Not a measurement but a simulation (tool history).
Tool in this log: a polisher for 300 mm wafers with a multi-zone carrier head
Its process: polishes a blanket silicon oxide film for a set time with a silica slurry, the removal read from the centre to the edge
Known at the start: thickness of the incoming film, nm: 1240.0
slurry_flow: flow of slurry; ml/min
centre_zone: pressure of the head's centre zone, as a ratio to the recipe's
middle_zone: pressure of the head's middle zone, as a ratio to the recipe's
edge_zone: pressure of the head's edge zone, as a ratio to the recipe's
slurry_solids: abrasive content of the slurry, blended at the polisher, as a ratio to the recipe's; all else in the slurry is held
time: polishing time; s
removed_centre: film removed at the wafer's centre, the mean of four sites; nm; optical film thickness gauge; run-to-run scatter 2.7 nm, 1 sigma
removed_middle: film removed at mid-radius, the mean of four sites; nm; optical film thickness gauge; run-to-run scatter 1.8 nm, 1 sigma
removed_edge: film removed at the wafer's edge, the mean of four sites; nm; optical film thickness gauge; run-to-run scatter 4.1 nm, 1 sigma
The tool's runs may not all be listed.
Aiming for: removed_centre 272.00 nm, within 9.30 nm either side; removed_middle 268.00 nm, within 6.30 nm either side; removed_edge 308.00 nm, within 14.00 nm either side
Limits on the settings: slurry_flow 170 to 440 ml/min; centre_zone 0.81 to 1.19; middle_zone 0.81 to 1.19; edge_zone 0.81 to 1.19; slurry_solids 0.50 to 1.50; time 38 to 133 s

run,day,slurry_flow,centre_zone,middle_zone,edge_zone,slurry_solids,time,removed_centre,removed_middle,removed_edge
1,0.000,280,1.00,1.00,1.00,1.00,85,245.76,243.03,241.58
2,0.288,285,0.99,0.99,1.04,1.05,85,244.83,247.94,251.11
3,0.500,285,0.99,0.97,1.07,1.10,85,251.10,248.04,265.32
4,0.708,295,0.99,0.97,1.10,1.15,85,258.35,251.19,269.22
5,0.892,295,0.91,0.97,1.10,1.15,85,233.64,256.23,263.06
6,1.079,285,0.92,0.96,1.12,1.20,85,240.02,258.46,270.87
7,1.362,285,0.93,0.95,1.14,1.25,85,249.16,257.63,276.30
8,1.512,295,0.93,0.94,1.15,1.30,85,255.68,258.04,283.26
9,1.738,290,0.93,0.93,1.16,1.35,85,259.42,260.85,295.84
10,1.904,295,0.93,0.93,1.16,1.35,85,256.88,261.87,292.73
11,2.271,295,0.93,0.93,1.16,1.35,85,261.03,260.96,294.09
12,2.408,300,0.93,0.93,1.17,1.35,85,258.81,262.93,297.75

Of the 4 settings listed for the next run, only one would bring every result within its allowed miss of target. Which one?
A,2.546,340,0.91,0.95,1.12,1.30,91,?,?,?
B,2.546,250,0.94,0.92,1.18,1.50,86,?,?,?
C,2.546,380,0.84,0.90,1.17,1.35,87,?,?,?
D,2.546,255,0.91,1.02,1.14,1.25,85,?,?,?

move,removed_centre,removed_middle,removed_edge
A,272.71,283.97,315.32
B,272.81,268.43,315.39
C,246.40,265.84,314.14
D,243.66,269.95,285.95
A: the furthest-off result lands on target, but another misses its tolerance
B: in spec on every target
C: its largest miss is bigger than the last run's
D: its largest miss is bigger than the last run's
B meets every target.
